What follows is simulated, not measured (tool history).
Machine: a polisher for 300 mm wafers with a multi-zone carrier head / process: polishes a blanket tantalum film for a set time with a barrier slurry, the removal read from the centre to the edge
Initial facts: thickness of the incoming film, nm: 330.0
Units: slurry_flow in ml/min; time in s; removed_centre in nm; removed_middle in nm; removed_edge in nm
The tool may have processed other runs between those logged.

Run 1, hour 0.0: slurry_flow 290 ml/min, centre_zone 1.00, middle_zone 1.00, edge_zone 1.00, slurry_solids 1.00, time 64 s. Result: removed_centre 112.920 nm, removed_middle 108.330 nm, removed_edge 115.580 nm.
Run 2, hour 7.8: slurry_flow 230 ml/min, centre_zone 1.00, middle_zone 1.00, edge_zone 1.00, slurry_solids 1.00, time 64 s. Result: removed_centre 109.600 nm, removed_middle 111.270 nm, removed_edge 112.130 nm.
Run 3, hour 11.5: slurry_flow 235 ml/min, centre_zone 1.00, middle_zone 0.98, edge_zone 0.99, slurry_solids 0.90, time 62 s. Result: removed_centre 102.480 nm, removed_middle 102.030 nm, removed_edge 106.060 nm.
Run 4, hour 14.7: slurry_flow 240 ml/min, centre_zone 1.01, middle_zone 0.96, edge_zone 0.98, slurry_solids 0.80, time 60 s. Result: removed_centre 100.070 nm, removed_middle 94.110 nm, removed_edge 101.410 nm.
Run 5, hour 18.8: slurry_flow 290 ml/min, centre_zone 1.01, middle_zone 0.96, edge_zone 0.98, slurry_solids 0.80, time 60 s. Result: removed_centre 98.891 nm, removed_middle 94.432 nm, removed_edge 102.250 nm.
Run 6, hour 22.7: slurry_flow 290 ml/min, centre_zone 1.01, middle_zone 0.96, edge_zone 0.91, slurry_solids 0.80, time 60 s. Result: removed_centre 100.270 nm, removed_middle 95.210 nm, removed_edge 97.804 nm.
Run 7, hour 23.6: slurry_flow 290 ml/min, centre_zone 1.01, middle_zone 0.94, edge_zone 0.90, slurry_solids 0.75, time 59 s. Result: removed_centre 97.584 nm, removed_middle 91.474 nm, removed_edge 94.902 nm.
Run 8, hour 29.2: slurry_flow 290 ml/min, centre_zone 1.01, middle_zone 0.92, edge_zone 0.90, slurry_solids 0.70, time 58 s. Result: removed_centre 93.948 nm, removed_middle 83.537 nm, removed_edge 88.413 nm.
Run 9, hour 31.2: slurry_flow 290 ml/min, centre_zone 0.99, middle_zone 0.91, edge_zone 0.90, slurry_solids 0.70, time 58 s. Result: removed_centre 90.471 nm, removed_middle 85.483 nm, removed_edge 89.025 nm.
Run 10, hour 32.1: slurry_flow 290 ml/min, centre_zone 0.99, middle_zone 0.89, edge_zone 0.91, slurry_solids 0.65, time 58 s. Result: removed_centre 88.668 nm, removed_middle 80.595 nm, removed_edge 88.405 nm.
Run 11, hour 40.0: slurry_flow 290 ml/min, centre_zone 0.99, middle_zone 0.89, edge_zone 0.91, slurry_solids 0.65, time 58 s. Result: removed_centre 88.796 nm, removed_middle 80.437 nm, removed_edge 88.376 nm.
Run 12, hour 41.5: slurry_flow 290 ml/min, centre_zone 0.99, middle_zone 0.89, edge_zone 0.91, slurry_solids 0.65, time 58 s. Result: removed_centre 91.073 nm, removed_middle 80.655 nm, removed_edge 88.349 nm.
Run 13, hour 49.2: slurry_flow 290 ml/min, centre_zone 0.98, middle_zone 0.88, edge_zone 0.91, slurry_solids 0.65, time 58 s. Result: removed_centre 88.219 nm, removed_middle 81.472 nm, removed_edge 88.257 nm.
Run 14, hour 55.7: slurry_flow 290 ml/min, centre_zone 0.98, middle_zone 0.87, edge_zone 0.91, slurry_solids 0.60, time 58 s. Result: removed_centre 86.235 nm, removed_middle 77.575 nm, removed_edge 85.704 nm.
Run 15, hour 61.2: slurry_flow 290 ml/min, centre_zone 0.97, middle_zone 0.86, edge_zone 0.91, slurry_solids 0.60, time 58 s. Result: removed_centre 84.012 nm, removed_middle 77.876 nm, removed_edge 86.932 nm.
Run 16, hour 70.2: slurry_flow 290 ml/min, centre_zone 0.97, middle_zone 0.85, edge_zone 0.90, slurry_solids 0.60, time 58 s. Result: removed_centre 85.208 nm, removed_middle 75.775 nm, removed_edge 85.178 nm.

Run 17 comes next. What will it give?
Run 17, hour 77.1: slurry_flow 290 ml/min, centre_zone 0.96, middle_zone 0.84, edge_zone 0.89, slurry_solids 0.60, time 58 s. Result: removed_centre ?, removed_middle ?, removed_edge ?.

Run 17 yielded removed_centre 85.451 nm, removed_middle 75.117 nm, removed_edge 87.017 nm.
